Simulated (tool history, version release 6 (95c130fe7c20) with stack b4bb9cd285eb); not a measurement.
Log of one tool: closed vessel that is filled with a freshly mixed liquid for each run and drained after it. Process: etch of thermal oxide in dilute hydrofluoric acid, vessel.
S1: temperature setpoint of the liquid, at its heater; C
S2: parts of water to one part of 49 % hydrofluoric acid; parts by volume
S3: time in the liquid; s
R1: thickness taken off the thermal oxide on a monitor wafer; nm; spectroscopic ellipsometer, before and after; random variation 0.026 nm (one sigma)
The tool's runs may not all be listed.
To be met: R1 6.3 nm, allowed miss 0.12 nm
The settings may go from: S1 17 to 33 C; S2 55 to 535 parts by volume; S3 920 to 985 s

| run | hour | S1 | S2 | S3 | R1 |
|---|---|---|---|---|---|
| 1 | 0 | 25 | 295 | 920 | 11.685 |
| 2 | 3.6 | 22.5 | 320 | 920 | 9.6727 |
| 3 | 10.6 | 21 | 340 | 920 | 8.5582 |
| 4 | 12.6 | 21 | 380 | 920 | 7.3513 |
| 5 | 20.7 | 20 | 385 | 920 | 6.9692 |
| 6 | 22.5 | 19 | 385 | 920 | 6.7064 |
| 7 | 27.8 | 18.5 | 385 | 920 | 6.5937 |
| 8 | 32.9 | 18 | 385 | 920 | 6.4834 |

4 next moves are on the table. One of them brings every result within its allowed miss. Which?
| A | 38 | 17 | 390 | 935 | ? |
| B | 38 | 17.5 | 385 | 985 | ? |
| C | 38 | 19.5 | 395 | 940 | ? |
| D | 38 | 17.5 | 370 | 920 | ? |

| move | R1 |
|---|---|
| A | 6.2521 |
| B | 6.8187 |
| C | 6.7409 |
| D | 6.7099 |
A: meets every target
B: further off than the last run
C: further off than the last run
D: further off than the last run
Move A is the one to make.
